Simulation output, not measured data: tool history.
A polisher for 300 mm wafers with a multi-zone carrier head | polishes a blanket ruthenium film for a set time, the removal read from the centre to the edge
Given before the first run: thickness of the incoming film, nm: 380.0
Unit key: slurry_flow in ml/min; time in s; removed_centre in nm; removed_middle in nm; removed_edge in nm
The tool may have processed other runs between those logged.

| run | day | slurry_flow | centre_zone | middle_zone | edge_zone | time | removed_centre | removed_middle | removed_edge |
|---|---|---|---|---|---|---|---|---|---|
| 1 | 0.000 | 310 | 1.00 | 1.00 | 1.00 | 90 | 92.393 | 93.052 | 91.138 |
| 2 | 0.171 | 310 | 1.00 | 1.00 | 1.00 | 82 | 84.792 | 85.357 | 84.592 |
| 3 | 0.496 | 310 | 1.08 | 1.00 | 1.00 | 82 | 91.806 | 83.864 | 85.746 |
| 4 | 0.821 | 305 | 1.10 | 0.98 | 1.00 | 82 | 93.939 | 84.732 | 84.781 |
| 5 | 0.900 | 305 | 1.10 | 0.98 | 1.00 | 96 | 107.800 | 97.609 | 98.768 |
| 6 | 1.012 | 305 | 1.10 | 0.98 | 0.92 | 96 | 108.760 | 97.045 | 94.870 |
| 7 | 1.312 | 300 | 1.10 | 0.94 | 0.94 | 93 | 105.450 | 90.855 | 93.022 |
| 8 | 1.362 | 295 | 1.10 | 0.91 | 0.94 | 91 | 102.090 | 87.272 | 92.004 |
| 9 | 1.408 | 290 | 1.11 | 0.89 | 0.93 | 90 | 103.020 | 85.319 | 92.133 |

Estimate the outcome of run 10 from the log above:
| 10 | 1.492 | 280 | 1.11 | 0.81 | 0.88 | 83 | ? | ? | ? |

removed_centre: 94.298 nm
removed_middle: 72.287 nm
removed_edge: 82.104 nm
